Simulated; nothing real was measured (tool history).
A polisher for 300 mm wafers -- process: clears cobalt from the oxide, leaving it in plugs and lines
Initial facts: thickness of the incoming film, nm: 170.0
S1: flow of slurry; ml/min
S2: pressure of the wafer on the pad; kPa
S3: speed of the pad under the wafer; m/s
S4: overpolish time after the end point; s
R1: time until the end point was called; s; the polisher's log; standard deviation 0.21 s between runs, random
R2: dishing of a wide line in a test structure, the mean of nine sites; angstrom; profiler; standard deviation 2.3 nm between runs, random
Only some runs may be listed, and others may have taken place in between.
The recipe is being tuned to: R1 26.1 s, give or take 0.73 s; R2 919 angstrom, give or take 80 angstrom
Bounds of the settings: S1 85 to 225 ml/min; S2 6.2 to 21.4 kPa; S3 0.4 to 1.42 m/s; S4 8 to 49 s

| run | day | S1 | S2 | S3 | S4 | R1 | R2 |
|---|---|---|---|---|---|---|---|
| 1 | 0 | 145 | 13.8 | 0.9 | 25 | 41.519 | 726.66 |
| 2 | 0.221 | 145 | 17.2 | 0.9 | 25 | 32.904 | 841.88 |
| 3 | 0.504 | 145 | 17.2 | 1.06 | 25 | 28.639 | 881.46 |
| 4 | 0.604 | 150 | 17.2 | 1.06 | 25 | 28.206 | 843.66 |
| 5 | 0.833 | 185 | 17.2 | 1.06 | 25 | 27.224 | 867.09 |
| 6 | 0.871 | 160 | 17.2 | 1.06 | 25 | 27.735 | 868.38 |
| 7 | 1.146 | 165 | 17.2 | 1.06 | 25 | 27.464 | 849.36 |
| 8 | 1.504 | 175 | 17.2 | 1.06 | 27 | 27.421 | 880.93 |
| 9 | 1.842 | 180 | 17.2 | 1.06 | 28 | 27.431 | 904.05 |
| 10 | 2.183 | 185 | 17.2 | 1.06 | 28 | 27.196 | 912.93 |

Pick the move, out of 4, that brings all results within their allowed miss; only one does.
| A | 2.525 | 220 | 15.9 | 1.12 | 20 | ? | ? |
| B | 2.525 | 180 | 17.9 | 1.14 | 26 | ? | ? |
| C | 2.525 | 140 | 20 | 0.94 | 32 | ? | ? |
| D | 2.525 | 200 | 18.6 | 1.02 | 31 | ? | ? |

| move | R1 | R2 |
|---|---|---|
| A | 27.115 | 756.6 |
| B | 24.312 | 878.03 |
| C | 27.566 | 901.22 |
| D | 25.718 | 910.9 |
A: moves away from the targets compared with the last run
B: takes the biggest miss from the last run beyond its target
C: moves away from the targets compared with the last run
D: meets every target
D is the move that brings every result within its allowed miss.

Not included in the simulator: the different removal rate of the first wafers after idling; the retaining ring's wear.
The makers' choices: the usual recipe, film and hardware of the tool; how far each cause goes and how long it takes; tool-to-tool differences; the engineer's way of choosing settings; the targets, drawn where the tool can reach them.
